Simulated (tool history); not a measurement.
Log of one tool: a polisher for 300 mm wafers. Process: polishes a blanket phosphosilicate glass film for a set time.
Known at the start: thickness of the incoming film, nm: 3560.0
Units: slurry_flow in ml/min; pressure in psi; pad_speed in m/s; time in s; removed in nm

run  hour  slurry_flow  pressure  pad_speed  slurry_solids  time  removed
  1   0.0          240       3.8       1.28            1.0    39   562.53
  2   3.9          240       3.6       1.28            1.0    39   527.13
  3   7.4          240       3.6       1.40            1.0    39   575.95
  4  11.9          240       3.4       1.40            1.0    39   542.78
  5  14.6          240       3.3       1.40            1.0    39   526.21
  6  18.9          240       3.3       1.66            1.0    39   594.09
  7  21.1          240       3.1       1.66            1.0    39   561.35
  8  23.4          240       3.0       1.66            1.0    39   549.62

The next listed run, before its measurement:
  9  27.3          240       2.9       1.66            1.0    39        ?

{"run 9": {"removed": 519.85}}
